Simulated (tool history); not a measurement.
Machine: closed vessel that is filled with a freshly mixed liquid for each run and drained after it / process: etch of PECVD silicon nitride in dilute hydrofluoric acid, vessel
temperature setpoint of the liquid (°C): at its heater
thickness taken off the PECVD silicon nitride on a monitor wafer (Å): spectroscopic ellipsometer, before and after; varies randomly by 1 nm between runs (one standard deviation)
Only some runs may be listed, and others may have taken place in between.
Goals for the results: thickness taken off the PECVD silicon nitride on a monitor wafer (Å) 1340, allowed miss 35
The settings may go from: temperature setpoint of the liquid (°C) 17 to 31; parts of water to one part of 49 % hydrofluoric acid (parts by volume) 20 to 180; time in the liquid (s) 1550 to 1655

run,day,temperature setpoint of the liquid (°C),parts of water to one part of 49 % hydrofluoric acid (parts by volume),time in the liquid (s),thickness taken off the PECVD silicon nitride on a monitor wafer (Å)
1,0,23,100,1550,449.75
2,0.346,24,95,1550,491.08
3,0.596,24,115,1550,416.42
4,0.771,26,115,1550,467.93
5,1.054,26.5,105,1550,531.66
6,1.321,26.5,135,1550,413.35
7,1.592,27,125,1550,467.27
8,1.754,27.5,115,1550,520.33

5 next moves are on the table. One of them brings every result within its allowed miss. Which?
A,1.917,31,40,1655,?
B,1.917,29.5,95,1645,?
C,1.917,29,65,1655,?
D,1.917,28.5,70,1655,?
E,1.917,31,60,1655,?

move,thickness taken off the PECVD silicon nitride on a monitor wafer (Å)
A,2006.9
B,766.64
C,1091.2
D,981.54
E,1343.1
A: pushes the last run's worst result past its target
B: closes in on the targets versus the last run, not all within tolerance yet
C: closes in on the targets versus the last run, not all within tolerance yet
D: closes in on the targets versus the last run, not all within tolerance yet
E: every result lands within tolerance
Correct choice: E, which meets every target
